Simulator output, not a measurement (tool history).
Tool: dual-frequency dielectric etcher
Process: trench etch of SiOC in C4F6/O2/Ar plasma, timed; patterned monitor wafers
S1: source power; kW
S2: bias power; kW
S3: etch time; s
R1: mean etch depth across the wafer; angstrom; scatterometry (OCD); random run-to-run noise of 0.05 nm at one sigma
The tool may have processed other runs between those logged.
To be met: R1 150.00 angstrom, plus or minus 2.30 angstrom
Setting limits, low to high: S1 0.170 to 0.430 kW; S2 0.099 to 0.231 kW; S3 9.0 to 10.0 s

| run | hour | S1 | S2 | S3 | R1 |
|---|---|---|---|---|---|
| 1 | 0.0 | 0.300 | 0.165 | 10.0 | 188.81 |
| 2 | 7.8 | 0.300 | 0.149 | 10.0 | 183.12 |
| 3 | 12.8 | 0.270 | 0.144 | 10.0 | 171.72 |
| 4 | 16.3 | 0.290 | 0.144 | 10.0 | 179.63 |
| 5 | 24.0 | 0.270 | 0.143 | 10.0 | 170.98 |
| 6 | 30.6 | 0.250 | 0.142 | 10.0 | 163.25 |
| 7 | 32.6 | 0.240 | 0.142 | 10.0 | 160.15 |
| 8 | 33.9 | 0.230 | 0.142 | 10.0 | 155.61 |

4 next moves are on the table. One of them brings every result within its allowed miss. Which?
| A | 35.2 | 0.250 | 0.136 | 10.0 | ? |
| B | 35.2 | 0.250 | 0.123 | 10.0 | ? |
| C | 35.2 | 0.280 | 0.134 | 9.5 | ? |
| D | 35.2 | 0.230 | 0.145 | 9.5 | ? |

| move | R1 |
|---|---|
| A | 161.54 |
| B | 156.65 |
| C | 162.70 |
| D | 149.22 |
A: misses by more than the last run did
B: misses by more than the last run did
C: misses by more than the last run did
D: in spec on every target
The move that meets every target is D.
